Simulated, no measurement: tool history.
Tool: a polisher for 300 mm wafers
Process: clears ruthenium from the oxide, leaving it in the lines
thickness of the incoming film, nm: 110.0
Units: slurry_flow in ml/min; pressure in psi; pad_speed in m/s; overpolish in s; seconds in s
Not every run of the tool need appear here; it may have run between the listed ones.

run	day	slurry_flow	pressure	pad_speed	overpolish	seconds
1	0.000	255	2.2	1.02	4	66.651
2	0.192	285	2.2	1.02	4	68.763
3	0.221	285	2.0	1.00	4	73.917
4	0.254	285	1.8	0.96	4	86.637
5	0.546	345	1.8	0.96	4	84.739
6	0.850	345	1.7	0.94	4	90.749
7	1.146	345	1.6	0.92	4	98.276
8	1.379	345	1.5	0.92	4	104.430
9	1.554	345	1.4	0.92	4	115.500

Estimate the outcome of run 10 from the log above:
10	1.854	340	1.3	0.92	4	?

seconds: 122.980 s
